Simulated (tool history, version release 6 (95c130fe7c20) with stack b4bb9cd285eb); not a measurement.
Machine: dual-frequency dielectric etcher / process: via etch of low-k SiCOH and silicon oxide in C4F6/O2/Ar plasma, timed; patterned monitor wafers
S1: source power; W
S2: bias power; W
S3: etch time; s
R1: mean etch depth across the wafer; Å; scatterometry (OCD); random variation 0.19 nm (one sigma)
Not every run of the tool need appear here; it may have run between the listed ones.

run  hour   S1   S2    S3      R1
  1     0  430  210    37  855.49
  2   2.2  430  235    37  901.05
  3   8.1  430  258    37  940.89
  4  15.9  400  254    37     912
  5  20.4  400  254    37  907.36
  6    25  400  254  38.5  948.44
  7  31.6  380  249  38.5  923.27
  8  39.6  380  249  38.5  922.29
  9  47.5  360  245  38.5  898.51

Estimate the outcome of run 10 from the log above:
 10  51.3  340  242  38.5   ?

R1: 873.05 Å

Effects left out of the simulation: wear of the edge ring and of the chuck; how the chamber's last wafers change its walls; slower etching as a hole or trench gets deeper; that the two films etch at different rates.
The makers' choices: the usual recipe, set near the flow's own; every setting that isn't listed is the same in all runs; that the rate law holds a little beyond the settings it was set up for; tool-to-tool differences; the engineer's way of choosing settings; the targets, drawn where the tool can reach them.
